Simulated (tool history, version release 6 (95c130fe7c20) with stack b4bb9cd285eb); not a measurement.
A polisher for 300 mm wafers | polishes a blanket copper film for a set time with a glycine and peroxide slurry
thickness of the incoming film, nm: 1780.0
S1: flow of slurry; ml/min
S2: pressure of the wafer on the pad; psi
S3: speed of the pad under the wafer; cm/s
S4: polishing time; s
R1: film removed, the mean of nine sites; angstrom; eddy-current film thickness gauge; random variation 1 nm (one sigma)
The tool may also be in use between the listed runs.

run,hour,S1,S2,S3,S4,R1
1,0.0,220,1.9,82,44,1287.2
2,3.5,255,1.9,82,44,1294.5
3,8.1,255,2.4,82,44,1535.8
4,13.3,255,2.4,82,44,1547.4
5,18.9,255,2.4,72,44,1443.7
6,25.0,255,2.3,72,44,1359.1
7,31.0,255,2.2,72,44,1334.2
8,37.8,255,2.2,72,44,1319.4
9,46.0,255,2.1,72,44,1269.3
10,55.0,255,2.0,72,44,1258.9

The next listed run, before its measurement:
11,58.0,255,1.9,72,44,?

R1: 1200.2 angstrom

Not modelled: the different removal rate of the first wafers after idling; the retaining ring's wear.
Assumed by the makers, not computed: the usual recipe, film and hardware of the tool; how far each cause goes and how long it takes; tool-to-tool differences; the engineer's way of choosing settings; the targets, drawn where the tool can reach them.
